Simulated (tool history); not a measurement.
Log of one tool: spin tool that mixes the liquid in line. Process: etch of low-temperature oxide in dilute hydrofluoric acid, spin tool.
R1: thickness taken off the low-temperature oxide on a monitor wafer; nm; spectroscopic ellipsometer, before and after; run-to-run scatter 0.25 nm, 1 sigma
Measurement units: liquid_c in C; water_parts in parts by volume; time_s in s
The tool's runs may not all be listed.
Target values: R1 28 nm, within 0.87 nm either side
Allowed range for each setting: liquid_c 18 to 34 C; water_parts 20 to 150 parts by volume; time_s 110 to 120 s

{"run": 1, "hour": 0.0, "liquid_c": 26, "water_parts": 85, "time_s": 110, "R1": 15.83}
{"run": 2, "hour": 1.3, "liquid_c": 27.5, "water_parts": 80, "time_s": 110, "R1": 17.86}
{"run": 3, "hour": 7.1, "liquid_c": 27.5, "water_parts": 80, "time_s": 110, "R1": 18.122}
{"run": 4, "hour": 16.1, "liquid_c": 27.5, "water_parts": 105, "time_s": 110, "R1": 13.386}
{"run": 5, "hour": 19.7, "liquid_c": 27.5, "water_parts": 130, "time_s": 110, "R1": 10.385}
{"run": 6, "hour": 20.4, "liquid_c": 29, "water_parts": 115, "time_s": 110, "R1": 12.699}
{"hour": 23.5, "done": "hydrofluoric acid flow meter replaced"}
{"run": 7, "hour": 23.5, "liquid_c": 33, "water_parts": 85, "time_s": 110, "R1": 19.418}
{"run": 8, "hour": 27.9, "liquid_c": 33, "water_parts": 80, "time_s": 110, "R1": 21.034}
{"run": 9, "hour": 32.3, "liquid_c": 33, "water_parts": 80, "time_s": 110, "R1": 21.165}
{"run": 10, "hour": 33.4, "liquid_c": 33, "water_parts": 75, "time_s": 110, "R1": 22.846}
{"run": 11, "hour": 41.7, "liquid_c": 33, "water_parts": 70, "time_s": 110, "R1": 24.476}
{"run": 12, "hour": 42.6, "liquid_c": 33.5, "water_parts": 65, "time_s": 110, "R1": 26.881}

Next run, 5 choices. One meets every target within its allowed miss, the rest don't. Which?
{"run": "A", "hour": 43.5, "liquid_c": 34, "water_parts": 70, "time_s": 120, "R1": "?"}
{"run": "B", "hour": 43.5, "liquid_c": 31, "water_parts": 65, "time_s": 115, "R1": "?"}
{"run": "C", "hour": 43.5, "liquid_c": 32.5, "water_parts": 65, "time_s": 110, "R1": "?"}
{"run": "D", "hour": 43.5, "liquid_c": 26.5, "water_parts": 55, "time_s": 110, "R1": "?"}
{"run": "E", "hour": 43.5, "liquid_c": 31.5, "water_parts": 70, "time_s": 120, "R1": "?"}

move=A R1=27.736
move=B R1=25.76
move=C R1=26.09
move=D R1=24.764
move=E R1=25.246
A: each result inside its tolerance
B: misses by more than the last run did
C: misses by more than the last run did
D: misses by more than the last run did
E: misses by more than the last run did
Correct choice: A, which meets every target
